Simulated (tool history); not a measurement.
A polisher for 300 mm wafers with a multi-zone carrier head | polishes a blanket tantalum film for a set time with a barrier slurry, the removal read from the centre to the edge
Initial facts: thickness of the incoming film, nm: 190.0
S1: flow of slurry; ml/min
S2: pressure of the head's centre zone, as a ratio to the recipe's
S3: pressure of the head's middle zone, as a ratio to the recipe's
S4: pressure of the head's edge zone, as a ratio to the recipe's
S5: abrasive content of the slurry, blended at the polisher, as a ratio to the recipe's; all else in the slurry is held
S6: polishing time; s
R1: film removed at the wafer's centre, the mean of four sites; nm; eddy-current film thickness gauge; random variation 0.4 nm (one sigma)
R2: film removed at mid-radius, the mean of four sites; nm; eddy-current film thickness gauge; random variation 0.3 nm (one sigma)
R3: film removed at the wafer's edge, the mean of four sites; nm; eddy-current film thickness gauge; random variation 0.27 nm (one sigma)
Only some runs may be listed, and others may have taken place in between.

run  hour   S1    S2    S3    S4    S5  S6      R1      R2      R3
  1   0.0  195  1.00  1.00  1.00  1.00  38  55.622  59.786  57.105
  2   7.9  195  1.00  0.95  1.00  1.00  38  56.315  56.698  56.952
  3  13.2  190  0.99  0.95  0.97  0.90  35  49.346  50.265  49.763
  4  20.5  190  0.99  0.95  0.92  0.90  35  49.910  50.177  48.956
  5  26.7  190  1.04  0.95  0.92  0.90  35  52.151  50.617  48.757
  6  30.0  190  0.97  0.95  0.92  0.90  35  49.390  50.150  48.826
  7  34.0  185  0.96  0.95  0.91  0.80  33  44.031  44.993  44.118
  8  41.8  180  0.95  0.96  0.90  0.75  32  39.567  44.057  41.493
  9  43.4  175  0.95  0.95  0.88  0.70  31  37.576  41.034  38.651
 10  49.3  170  0.95  0.94  0.87  0.65  31  36.505  39.306  36.768

The next listed run, before its measurement:
 11  53.4  160  0.94  0.93  0.86  0.60  31   ?   ?   ?

Logged for run 11: R1 34.827 nm, R2 36.885 nm, R3 35.717 nm.

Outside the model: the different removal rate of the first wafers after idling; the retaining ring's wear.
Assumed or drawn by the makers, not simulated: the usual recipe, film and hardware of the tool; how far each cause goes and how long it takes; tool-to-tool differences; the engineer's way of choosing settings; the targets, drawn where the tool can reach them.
